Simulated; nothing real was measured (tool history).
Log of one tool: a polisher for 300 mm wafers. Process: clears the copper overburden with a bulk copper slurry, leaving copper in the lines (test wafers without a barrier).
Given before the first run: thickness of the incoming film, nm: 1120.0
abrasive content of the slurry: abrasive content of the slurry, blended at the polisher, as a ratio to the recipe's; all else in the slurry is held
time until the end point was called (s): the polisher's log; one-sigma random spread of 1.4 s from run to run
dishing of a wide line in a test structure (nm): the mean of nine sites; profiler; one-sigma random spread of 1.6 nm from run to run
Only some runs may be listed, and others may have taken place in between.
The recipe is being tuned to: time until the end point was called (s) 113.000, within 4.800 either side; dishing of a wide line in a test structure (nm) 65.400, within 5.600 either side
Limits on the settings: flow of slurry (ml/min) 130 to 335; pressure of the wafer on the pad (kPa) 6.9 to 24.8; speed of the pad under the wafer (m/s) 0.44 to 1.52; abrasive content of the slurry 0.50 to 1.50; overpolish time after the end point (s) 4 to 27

run  hour  flow of slurry (ml/min)  pressure of the wafer on the pad (kPa)  speed of the pad under the wafer (m/s)  abrasive content of the slurry  overpolish time after the end point (s)  time until the end point was called (s)  dishing of a wide line in a test structure (nm)
  1   0.0                      215                                    15.9                                    0.98                            1.00                                       14                                  163.130                                           70.646
  2   2.3                      215                                    17.2                                    0.98                            1.00                                       12                                  152.800                                           65.955
  3   5.8                      215                                    18.6                                    0.98                            1.00                                       11                                  141.570                                           67.348
  4  11.4                      215                                    18.6                                    1.22                            1.00                                       11                                  114.560                                           78.179
  5  15.8                      215                                    22.1                                    1.22                            1.00                                       11                                   98.240                                           88.190
     23.2  -- slurry blender recalibrated
  6  23.2                      215                                    24.8                                    1.22                            1.00                                       11                                   83.603                                           97.029
  7  27.1                      215                                    23.4                                    1.22                            1.00                                       10                                   88.313                                           89.668
  8  35.7                      215                                    22.1                                    1.22                            1.00                                        9                                   91.323                                           78.068
  9  44.2                      215                                    20.7                                    1.22                            1.00                                        9                                   98.053                                           74.257

5 next moves are on the table. One of them brings every result within its allowed miss. Which?
  A  52.7                      190                                    17.2                                    1.42                            0.95                                        9                                        ?                                                ?
  B  52.7                      225                                    19.3                                    1.10                            1.00                                       13                                        ?                                                ?
  C  52.7                      210                                    20.0                                    1.18                            0.75                                        9                                        ?                                                ?
  D  52.7                      155                                    24.8                                    1.26                            1.20                                        9                                        ?                                                ?
  E  52.7                      155                                    22.8                                    1.46                            0.90                                        9                                        ?                                                ?

move  time until the end point was called (s)  dishing of a wide line in a test structure (nm)
   A                                  103.190                                           70.089
   B                                  115.820                                           86.126
   C                                  112.290                                           66.221
   D                                   83.134                                           85.728
   E                                   82.649                                           85.474
A: better than the last run, though not everything is in spec
B: brings the last run's worst result on target, with another outside its allowed miss
C: all results in spec
D: the biggest miss grows against the last run
E: the biggest miss grows against the last run
Answer: C

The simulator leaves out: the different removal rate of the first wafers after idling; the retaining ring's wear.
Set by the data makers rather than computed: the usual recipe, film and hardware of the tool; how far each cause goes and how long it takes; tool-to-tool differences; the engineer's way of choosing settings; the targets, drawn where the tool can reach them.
